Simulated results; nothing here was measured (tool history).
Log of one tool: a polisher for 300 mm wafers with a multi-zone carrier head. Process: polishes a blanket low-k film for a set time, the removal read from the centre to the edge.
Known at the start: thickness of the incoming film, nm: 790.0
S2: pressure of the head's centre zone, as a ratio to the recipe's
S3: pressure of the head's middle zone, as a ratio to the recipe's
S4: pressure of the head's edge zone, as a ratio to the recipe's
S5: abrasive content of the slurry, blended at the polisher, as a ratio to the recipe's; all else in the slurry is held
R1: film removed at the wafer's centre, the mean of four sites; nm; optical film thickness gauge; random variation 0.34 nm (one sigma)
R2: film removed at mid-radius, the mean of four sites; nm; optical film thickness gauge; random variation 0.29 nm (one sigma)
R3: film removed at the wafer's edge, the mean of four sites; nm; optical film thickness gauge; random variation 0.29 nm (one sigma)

Run 1, hour 0: flow of slurry (ml/min) 255, S2 1, S3 1, S4 1, S5 1, polishing time (s) 81. Result: R1 49.464 nm, R2 48.487 nm, R3 47.115 nm.
Run 2, hour 5.5: flow of slurry (ml/min) 280, S2 1, S3 1, S4 1, S5 1, polishing time (s) 81. Result: R1 49.251 nm, R2 48.279 nm, R3 48.031 nm.
Run 3, hour 8.5: flow of slurry (ml/min) 280, S2 1, S3 0.92, S4 1, S5 1, polishing time (s) 81. Result: R1 49.592 nm, R2 45.587 nm, R3 46.906 nm.
Run 4, hour 16.5: flow of slurry (ml/min) 280, S2 0.97, S3 0.89, S4 1.01, S5 0.85, polishing time (s) 77. Result: R1 43.417 nm, R2 39.387 nm, R3 43.554 nm.
Run 5, hour 25.2: flow of slurry (ml/min) 280, S2 0.97, S3 0.89, S4 1.01, S5 0.85, polishing time (s) 94. Result: R1 53.061 nm, R2 48.053 nm, R3 52.755 nm.
Run 6, hour 28.2: flow of slurry (ml/min) 280, S2 1.03, S3 0.89, S4 1.01, S5 0.85, polishing time (s) 94. Result: R1 55.677 nm, R2 49.184 nm, R3 53.848 nm.
At hour 32.1: slurry nozzle cleaned.
Run 7, hour 32.1: flow of slurry (ml/min) 270, S2 0.97, S3 0.88, S4 0.96, S5 0.75, polishing time (s) 86. Result: R1 50.95 nm, R2 44.787 nm, R3 48.058 nm.

The next listed run, before its measurement:
Run 8, hour 36.3: flow of slurry (ml/min) 270, S2 1, S3 0.92, S4 1.01, S5 0.7, polishing time (s) 75. Result: R1 ?, R2 ?, R3 ?.

{"run 8": {"R1": 43.206, "R2": 39.948, "R3": 41.929}}

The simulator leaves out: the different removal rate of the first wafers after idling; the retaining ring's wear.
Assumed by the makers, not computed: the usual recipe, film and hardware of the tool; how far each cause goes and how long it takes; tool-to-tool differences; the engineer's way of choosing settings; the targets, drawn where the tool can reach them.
